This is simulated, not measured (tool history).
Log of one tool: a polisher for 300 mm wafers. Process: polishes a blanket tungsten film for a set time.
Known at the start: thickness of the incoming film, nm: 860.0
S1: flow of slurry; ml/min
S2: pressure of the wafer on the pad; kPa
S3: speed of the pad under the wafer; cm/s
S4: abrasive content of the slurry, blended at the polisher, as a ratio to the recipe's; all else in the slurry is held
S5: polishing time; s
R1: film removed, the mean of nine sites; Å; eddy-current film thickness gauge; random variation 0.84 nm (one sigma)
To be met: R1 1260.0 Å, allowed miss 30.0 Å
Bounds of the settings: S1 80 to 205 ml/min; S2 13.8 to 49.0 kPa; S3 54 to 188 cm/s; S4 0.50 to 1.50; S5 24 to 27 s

run  hour   S1    S2   S3    S4  S5      R1
  1   0.0  135  31.0  120  1.00  27  1531.2
  2   2.6  130  30.3  120  1.00  27  1486.7
  3  10.9  130  30.3  120  1.00  24  1343.1
  4  15.4  130  30.3  132  1.00  24  1456.6
  5  19.5  125  30.3  132  1.00  24  1448.5
  6  23.7  120  30.3  132  1.00  24  1454.9
  7  28.1  105  25.5  132  1.00  24  1204.3
  8  34.6  115  25.5  132  1.00  24  1221.9
  9  35.8  120  25.5  132  1.00  24  1215.3

Which of these 5 next moves meets every target?
  A  37.0  125  24.1  140  0.90  24   ?
  B  37.0  130  26.2  126  1.00  25   ?
  C  37.0  160  24.8  130  1.25  25   ?
  D  37.0  110  30.3  104  1.25  27   ?
  E  37.0  110  24.1  130  1.05  24   ?

move      R1
   A  1200.0
   B  1256.3
   C  1325.2
   D  1340.2
   E  1138.8
A: further off than the last run
B: meets every target
C: takes the result that was furthest off past its target
D: takes the result that was furthest off past its target
E: further off than the last run
The right move is B.
